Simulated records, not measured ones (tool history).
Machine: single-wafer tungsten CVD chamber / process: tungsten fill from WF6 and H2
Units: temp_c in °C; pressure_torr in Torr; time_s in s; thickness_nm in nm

run 1 hour=0 | temp_c=385 pressure_torr=50.6 time_s=10.5 | thickness_nm=25.74
run 2 hour=5.6 | temp_c=385 pressure_torr=59 time_s=10.5 | thickness_nm=27.47
run 3 hour=10 | temp_c=393 pressure_torr=60.3 time_s=10.5 | thickness_nm=32.94
run 4 hour=15.6 | temp_c=393 pressure_torr=53.4 time_s=10.5 | thickness_nm=31.42
run 5 hour=16.8 | temp_c=393 pressure_torr=60.6 time_s=10.5 | thickness_nm=32.917
-- hour=25.7 thermocouple changed; heater temperature recalibrated
run 6 hour=25.7 | temp_c=398 pressure_torr=61 time_s=10.5 | thickness_nm=40.133
run 7 hour=26.6 | temp_c=399 pressure_torr=61.1 time_s=10.5 | thickness_nm=41.701
run 8 hour=34.6 | temp_c=400 pressure_torr=61.1 time_s=10.5 | thickness_nm=42.381

Forecast run 9:
run 9 hour=43.4 | temp_c=401 pressure_torr=61.1 time_s=10.5 | thickness_nm=?

thickness_nm: 43.11 nm
